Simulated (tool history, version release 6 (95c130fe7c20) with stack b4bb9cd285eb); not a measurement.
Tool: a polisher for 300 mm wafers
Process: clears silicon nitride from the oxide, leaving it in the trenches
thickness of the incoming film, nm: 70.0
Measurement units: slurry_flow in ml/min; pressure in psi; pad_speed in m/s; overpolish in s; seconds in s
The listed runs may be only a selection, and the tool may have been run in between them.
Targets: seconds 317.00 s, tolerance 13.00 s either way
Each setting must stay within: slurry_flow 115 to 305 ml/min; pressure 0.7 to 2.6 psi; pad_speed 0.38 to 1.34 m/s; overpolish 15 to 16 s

| run | hour | slurry_flow | pressure | pad_speed | overpolish | seconds |
|---|---|---|---|---|---|---|
| 1 | 0.0 | 195 | 1.6 | 0.86 | 15 | 177.49 |
| 2 | 1.7 | 195 | 1.6 | 0.76 | 15 | 202.12 |
| 3 | 9.3 | 195 | 1.4 | 0.76 | 15 | 227.51 |
| 4 | 15.3 | 195 | 1.4 | 0.90 | 15 | 194.14 |
| 5 | 23.8 | 180 | 1.4 | 0.90 | 15 | 195.27 |
| 6 | 25.9 | 180 | 1.2 | 0.88 | 15 | 231.30 |
| 7 | 27.5 | 175 | 1.1 | 0.88 | 15 | 252.33 |
| 8 | 36.0 | 170 | 1.0 | 0.88 | 15 | 272.69 |

Exercise: of the 5 proposed moves below, exactly one satisfies all targets within the stated allowed misses. Which move is it?
| A | 44.5 | 135 | 1.0 | 0.86 | 15 | ? |
| B | 44.5 | 250 | 0.8 | 0.82 | 16 | ? |
| C | 44.5 | 165 | 1.4 | 0.64 | 16 | ? |
| D | 44.5 | 215 | 0.9 | 1.04 | 15 | ? |
| E | 44.5 | 185 | 1.2 | 0.62 | 15 | ? |

| move | seconds |
|---|---|
| A | 289.77 |
| B | 345.06 |
| C | 272.31 |
| D | 249.61 |
| E | 320.12 |
A: better than the last run, though not everything is in spec
B: takes the result that was furthest off past its target
C: roughly where the last run was
D: the biggest miss grows against the last run
E: all results in spec
Move E is the one to make.
